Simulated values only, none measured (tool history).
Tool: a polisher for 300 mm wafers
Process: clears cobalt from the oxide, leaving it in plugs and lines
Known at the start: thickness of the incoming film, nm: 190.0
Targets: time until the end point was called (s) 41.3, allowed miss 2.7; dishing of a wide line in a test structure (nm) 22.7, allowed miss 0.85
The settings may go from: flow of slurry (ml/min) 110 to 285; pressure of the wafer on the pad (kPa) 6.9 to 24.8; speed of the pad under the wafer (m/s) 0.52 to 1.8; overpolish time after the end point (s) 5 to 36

| run | hour | flow of slurry (ml/min) | pressure of the wafer on the pad (kPa) | speed of the pad under the wafer (m/s) | overpolish time after the end point (s) | time until the end point was called (s) | dishing of a wide line in a test structure (nm) |
|---|---|---|---|---|---|---|---|
| 1 | 0 | 180 | 15.9 | 1.16 | 18 | 31.853 | 40.723 |
| 2 | 4.8 | 145 | 15.9 | 1.16 | 18 | 32.038 | 40.257 |
| 3 | 10.9 | 135 | 14.5 | 1.14 | 14 | 37.22 | 35.72 |
| 4 | 14.9 | 135 | 17.9 | 1.14 | 14 | 28.297 | 37.954 |
| 5 | 22.2 | 130 | 17.9 | 0.98 | 12 | 33.908 | 34.436 |
| 6 | 30.4 | 110 | 17.9 | 0.98 | 12 | 35.346 | 34.211 |
| 7 | 37.6 | 110 | 18.6 | 0.86 | 10 | 36.731 | 30.848 |
| 8 | 43.7 | 110 | 19.3 | 0.76 | 9 | 38.004 | 28.018 |
| 9 | 47.3 | 120 | 19.3 | 0.7 | 8 | 40.425 | 25.528 |
| 10 | 48.1 | 130 | 19.3 | 0.68 | 8 | 39.385 | 24.82 |
| 11 | 55.3 | 135 | 19.3 | 0.68 | 8 | 40.657 | 25.341 |

Which of these 5 next moves meets every target?
| A | 62.5 | 155 | 20.7 | 0.54 | 11 | ? | ? |
| B | 62.5 | 140 | 15.2 | 0.92 | 11 | ? | ? |
| C | 62.5 | 110 | 20.7 | 0.68 | 11 | ? | ? |
| D | 62.5 | 125 | 16.5 | 0.74 | 11 | ? | ? |
| E | 62.5 | 110 | 22.1 | 0.54 | 7 | ? | ? |

| move | time until the end point was called (s) | dishing of a wide line in a test structure (nm) |
|---|---|---|
| A | 43.049 | 29.161 |
| B | 40.916 | 29.977 |
| C | 38.716 | 30.852 |
| D | 44.624 | 28.575 |
| E | 42.251 | 22.188 |
A: further off than the last run
B: further off than the last run
C: further off than the last run
D: further off than the last run
E: meets every target
The right move is E.

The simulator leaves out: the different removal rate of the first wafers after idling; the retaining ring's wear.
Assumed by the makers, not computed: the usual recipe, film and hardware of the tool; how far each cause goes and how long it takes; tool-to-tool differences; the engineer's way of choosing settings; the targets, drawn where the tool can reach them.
